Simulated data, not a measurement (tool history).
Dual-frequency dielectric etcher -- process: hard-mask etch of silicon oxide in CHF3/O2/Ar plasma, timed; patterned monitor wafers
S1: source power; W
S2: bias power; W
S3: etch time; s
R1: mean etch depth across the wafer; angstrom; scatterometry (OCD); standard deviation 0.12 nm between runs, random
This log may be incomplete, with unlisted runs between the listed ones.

| run | hour | S1 | S2 | S3 | R1 |
|---|---|---|---|---|---|
| 1 | 0 | 780 | 149 | 13 | 280.81 |
| 2 | 2.5 | 780 | 149 | 13 | 283.81 |
| 3 | 9.1 | 730 | 149 | 13 | 275.05 |
| 4 | 15.3 | 660 | 147 | 13 | 254.94 |
| 5 | 16.7 | 640 | 147 | 13 | 249.86 |
| 6 | 17.4 | 750 | 147 | 13 | 275.24 |
| 7 | 24 | 750 | 147 | 13 | 275.26 |
| 8 | 32.2 | 700 | 146 | 13 | 263.41 |
| 9 | 36.4 | 670 | 145 | 13 | 253.45 |

Run 10 has not been measured yet. What should we expect?
| 10 | 39.6 | 650 | 145 | 13 | ? |

R1: 252.66 angstrom
